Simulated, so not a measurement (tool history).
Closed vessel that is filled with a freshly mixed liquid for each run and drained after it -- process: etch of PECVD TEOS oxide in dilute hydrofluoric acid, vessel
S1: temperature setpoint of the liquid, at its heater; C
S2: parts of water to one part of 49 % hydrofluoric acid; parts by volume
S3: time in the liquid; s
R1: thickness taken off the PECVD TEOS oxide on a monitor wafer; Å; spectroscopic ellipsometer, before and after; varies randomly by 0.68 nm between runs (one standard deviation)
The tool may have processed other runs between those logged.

run	hour	S1	S2	S3	R1
1	0	21	215	2595	811.5
2	4.7	21	175	2595	1027.4
3	14.2	19	175	2595	966.73
4	23.9	17	175	2595	880.07
5	29.5	18	175	2595	918.95
6	32.1	21	175	2595	1036.1

Forecast run 7:
7	41.8	21.5	175	2595	?

R1: 1052.9 Å

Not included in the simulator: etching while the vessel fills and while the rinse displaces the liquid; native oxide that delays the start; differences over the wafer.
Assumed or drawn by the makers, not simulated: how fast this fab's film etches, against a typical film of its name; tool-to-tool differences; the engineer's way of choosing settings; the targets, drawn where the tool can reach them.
